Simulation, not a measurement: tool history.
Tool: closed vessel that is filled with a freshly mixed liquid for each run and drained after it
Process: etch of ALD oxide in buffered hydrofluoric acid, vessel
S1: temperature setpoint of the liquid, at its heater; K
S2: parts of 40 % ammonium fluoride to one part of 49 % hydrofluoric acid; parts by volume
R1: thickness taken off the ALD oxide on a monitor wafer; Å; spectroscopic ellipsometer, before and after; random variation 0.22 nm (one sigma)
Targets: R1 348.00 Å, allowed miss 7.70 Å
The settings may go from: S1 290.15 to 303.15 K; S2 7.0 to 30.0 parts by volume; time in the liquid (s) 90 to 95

Run 1, day 0.000: S1 295.15 K, S2 20.0 parts by volume, time in the liquid (s) 90. Result: R1 624.77 Å.
Run 2, day 0.267: S1 295.15 K, S2 20.0 parts by volume, time in the liquid (s) 95. Result: R1 652.27 Å.
Run 3, day 0.483: S1 295.15 K, S2 22.5 parts by volume, time in the liquid (s) 95. Result: R1 585.78 Å.
Run 4, day 0.867: S1 294.15 K, S2 23.5 parts by volume, time in the liquid (s) 95. Result: R1 534.38 Å.
Run 5, day 0.996: S1 295.65 K, S2 23.5 parts by volume, time in the liquid (s) 95. Result: R1 578.85 Å.
Run 6, day 1.183: S1 297.65 K, S2 23.5 parts by volume, time in the liquid (s) 95. Result: R1 650.63 Å.
Run 7, day 1.521: S1 296.15 K, S2 24.5 parts by volume, time in the liquid (s) 95. Result: R1 581.68 Å.
Run 8, day 1.717: S1 294.65 K, S2 25.5 parts by volume, time in the liquid (s) 95. Result: R1 520.13 Å.
Run 9, day 1.975: S1 290.65 K, S2 30.0 parts by volume, time in the liquid (s) 95. Result: R1 371.50 Å.
At day 2.217: hydrofluoric acid flow meter replaced.
Run 10, day 2.217: S1 290.15 K, S2 30.0 parts by volume, time in the liquid (s) 95. Result: R1 335.37 Å.

5 next moves are on the table. One of them brings every result within its allowed miss. Which?
Run A, day 2.458: S1 290.65 K, S2 29.5 parts by volume, time in the liquid (s) 90. Result: R1 ?.
Run B, day 2.458: S1 290.15 K, S2 30.0 parts by volume, time in the liquid (s) 90. Result: R1 ?.
Run C, day 2.458: S1 290.65 K, S2 29.5 parts by volume, time in the liquid (s) 95. Result: R1 ?.
Run D, day 2.458: S1 290.65 K, S2 30.0 parts by volume, time in the liquid (s) 90. Result: R1 ?.
Run E, day 2.458: S1 290.15 K, S2 28.5 parts by volume, time in the liquid (s) 90. Result: R1 ?.

move      R1
   A  328.85
   B  315.85
   C  347.11
   D  325.04
   E  327.28
A: further off than the last run
B: further off than the last run
C: meets every target
D: further off than the last run
E: further off than the last run
Move C is the one to make.
